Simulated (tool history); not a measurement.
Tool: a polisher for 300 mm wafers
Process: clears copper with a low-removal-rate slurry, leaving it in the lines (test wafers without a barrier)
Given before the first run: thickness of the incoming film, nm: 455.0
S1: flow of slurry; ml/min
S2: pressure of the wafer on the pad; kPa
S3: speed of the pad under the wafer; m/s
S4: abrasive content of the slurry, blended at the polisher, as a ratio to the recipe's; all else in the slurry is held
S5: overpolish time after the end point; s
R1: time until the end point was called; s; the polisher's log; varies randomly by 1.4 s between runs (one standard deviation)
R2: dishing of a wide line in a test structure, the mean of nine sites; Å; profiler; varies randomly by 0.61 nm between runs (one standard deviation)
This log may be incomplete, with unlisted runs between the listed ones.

run,hour,S1,S2,S3,S4,S5,R1,R2
1,0,210,28.3,1.42,1,23,81.59,702.37
2,2.1,210,24.8,1.54,1,19,86.528,572.78
3,4.5,210,24.8,1.54,1.1,19,81.438,575.57
4,11.8,210,24.8,1.8,1.1,19,70.281,642.89
5,17.8,200,22.1,1.82,1.2,16,74.91,529.95
6,23.4,200,22.1,1.82,1.05,16,78.791,534.49
7,25,200,22.1,1.82,1.05,16,76.627,556.2
8,30.3,230,20,1.82,1.15,14,78.557,470.15
9,36.3,255,18.6,1.8,1.25,12,82.977,395.02

Run 10 has not been measured yet. What should we expect?
# hour 41.6: slurry blender recalibrated
10,41.6,270,17.2,1.84,1.3,11,?,?

For run 10 the tool returned R1 79.56 s, R2 377.89 Å.

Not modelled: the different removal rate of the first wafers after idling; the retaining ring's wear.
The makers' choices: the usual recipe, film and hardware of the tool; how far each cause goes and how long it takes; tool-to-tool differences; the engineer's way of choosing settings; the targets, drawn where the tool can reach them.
